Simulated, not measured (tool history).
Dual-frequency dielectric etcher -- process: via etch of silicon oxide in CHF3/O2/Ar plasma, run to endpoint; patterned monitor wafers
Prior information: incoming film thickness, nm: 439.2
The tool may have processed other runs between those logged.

run 1 hour=0.0 | source_power_(W)=620 bias_power_(W)=215 | endpoint_time_(s)=211.78
run 2 hour=0.7 | source_power_(W)=520 bias_power_(W)=215 | endpoint_time_(s)=238.92
run 3 hour=7.8 | source_power_(W)=550 bias_power_(W)=216 | endpoint_time_(s)=229.59
run 4 hour=16.4 | source_power_(W)=500 bias_power_(W)=216 | endpoint_time_(s)=244.08
run 5 hour=18.4 | source_power_(W)=450 bias_power_(W)=216 | endpoint_time_(s)=262.48
run 6 hour=19.8 | source_power_(W)=360 bias_power_(W)=216 | endpoint_time_(s)=331.18
run 7 hour=23.6 | source_power_(W)=400 bias_power_(W)=216 | endpoint_time_(s)=288.82
run 8 hour=31.8 | source_power_(W)=530 bias_power_(W)=219 | endpoint_time_(s)=233.84
run 9 hour=34.2 | source_power_(W)=550 bias_power_(W)=219 | endpoint_time_(s)=227.42

For run 10, what comes out?
run 10 hour=42.7 | source_power_(W)=680 bias_power_(W)=229 | endpoint_time_(s)=?

{"run 10": {"endpoint time (s)": 198.2}}
